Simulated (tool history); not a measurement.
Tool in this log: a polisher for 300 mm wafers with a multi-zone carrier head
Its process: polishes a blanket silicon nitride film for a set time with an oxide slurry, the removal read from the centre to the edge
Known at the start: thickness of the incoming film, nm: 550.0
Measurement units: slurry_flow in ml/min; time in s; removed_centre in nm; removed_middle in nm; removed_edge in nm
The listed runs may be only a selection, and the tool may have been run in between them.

Run 1, day 0: slurry_flow 175 ml/min, centre_zone 1, middle_zone 1, edge_zone 1, slurry_solids 1, time 84 s. Result: removed_centre 50.963 nm, removed_middle 51.184 nm, removed_edge 52.3 nm.
Run 2, day 0.092: slurry_flow 175 ml/min, centre_zone 1, middle_zone 1.08, edge_zone 1, slurry_solids 1, time 84 s. Result: removed_centre 50.933 nm, removed_middle 53.892 nm, removed_edge 50.858 nm.
Run 3, day 0.421: slurry_flow 175 ml/min, centre_zone 1, middle_zone 1.08, edge_zone 0.96, slurry_solids 1, time 84 s. Result: removed_centre 51.33 nm, removed_middle 54.147 nm, removed_edge 50.238 nm.
Run 4, day 0.6: slurry_flow 175 ml/min, centre_zone 1, middle_zone 1.08, edge_zone 0.96, slurry_solids 1.15, time 84 s. Result: removed_centre 54.183 nm, removed_middle 57.898 nm, removed_edge 53.988 nm.
Run 5, day 0.821: slurry_flow 155 ml/min, centre_zone 1, middle_zone 1.08, edge_zone 0.96, slurry_solids 1.15, time 84 s. Result: removed_centre 52.934 nm, removed_middle 57.112 nm, removed_edge 53.902 nm.
Run 6, day 1.129: slurry_flow 145 ml/min, centre_zone 0.95, middle_zone 1.07, edge_zone 0.96, slurry_solids 0.95, time 81 s. Result: removed_centre 43.66 nm, removed_middle 49.834 nm, removed_edge 45.092 nm.
Run 7, day 1.279: slurry_flow 135 ml/min, centre_zone 0.91, middle_zone 1.04, edge_zone 0.98, slurry_solids 0.85, time 80 s. Result: removed_centre 37.88 nm, removed_middle 43.718 nm, removed_edge 43.188 nm.

Run 8 has not been measured yet. What should we expect?
Run 8, day 1.596: slurry_flow 135 ml/min, centre_zone 0.91, middle_zone 1.04, edge_zone 0.98, slurry_solids 0.85, time 80 s. Result: removed_centre ?, removed_middle ?, removed_edge ?.

removed_centre: 37.875 nm
removed_middle: 44.103 nm
removed_edge: 42.425 nm

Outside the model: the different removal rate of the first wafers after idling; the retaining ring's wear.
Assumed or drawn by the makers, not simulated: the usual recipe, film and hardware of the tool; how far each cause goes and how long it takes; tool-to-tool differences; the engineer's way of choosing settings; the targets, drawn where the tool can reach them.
